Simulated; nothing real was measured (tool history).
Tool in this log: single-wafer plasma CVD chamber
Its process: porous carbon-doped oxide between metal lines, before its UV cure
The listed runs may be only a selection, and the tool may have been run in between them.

run	hour	heater temperature setpoint (K)	RF power (W)	deposition time (s)	mean film thickness on the monitor wafer (nm)
1	0	593.15	550	25.5	133.78
2	5.1	590.15	560	25.5	136.35
3	8.9	601.15	560	25.5	129.88
4	9.8	607.15	560	25.5	125.38
5	12.2	607.15	560	25.5	125.68
6	13.9	603.15	560	25.5	128.61
7	14.9	600.15	570	25.5	131.14
8	16.9	597.15	580	25.5	135.19

Run 9 comes next. What will it give?
9	23.8	595.15	590	25.5	?

{"run 9": {"mean film thickness on the monitor wafer (nm)": 137.08}}
